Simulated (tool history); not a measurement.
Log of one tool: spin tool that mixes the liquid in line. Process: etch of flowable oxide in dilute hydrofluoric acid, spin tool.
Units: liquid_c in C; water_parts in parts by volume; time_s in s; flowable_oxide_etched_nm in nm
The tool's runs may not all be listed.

run    day  liquid_c  water_parts  time_s  flowable_oxide_etched_nm
  1      0        25          290     260                    32.341
  2  0.188        27          245     260                    43.332
  3  0.254      28.5          220     260                    51.821
  4  0.567      28.5          135     260                    92.657
  5  0.646        30          135     260                    98.655
  6  0.704      28.5          135     260                    93.394
  7  0.746        27          135     260                    88.595
  8  0.846        26          135     260                    85.372

Forecast run 9:
  9  1.162        26          135     260                         ?

flowable_oxide_etched_nm: 84.714 nm
